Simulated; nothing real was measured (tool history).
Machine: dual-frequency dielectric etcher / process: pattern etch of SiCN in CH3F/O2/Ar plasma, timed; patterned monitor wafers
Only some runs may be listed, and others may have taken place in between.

run,hour,source power (W),bias power (W),etch time (s),mean etch depth across the wafer (Å)
1,0.0,390,57,93,302.79
2,5.6,350,53,93,286.06
3,11.1,350,59,93,293.75
4,12.8,350,67,93,303.60
5,21.8,320,60,93,286.46
6,26.4,300,55,93,271.94
7,30.8,280,52,93,263.61
8,32.7,270,50,93,256.98

Run 9 is up next; what results do you expect?
9,37.8,230,44,93,?

{"run 9": {"mean etch depth across the wafer (Å)": 232.29}}

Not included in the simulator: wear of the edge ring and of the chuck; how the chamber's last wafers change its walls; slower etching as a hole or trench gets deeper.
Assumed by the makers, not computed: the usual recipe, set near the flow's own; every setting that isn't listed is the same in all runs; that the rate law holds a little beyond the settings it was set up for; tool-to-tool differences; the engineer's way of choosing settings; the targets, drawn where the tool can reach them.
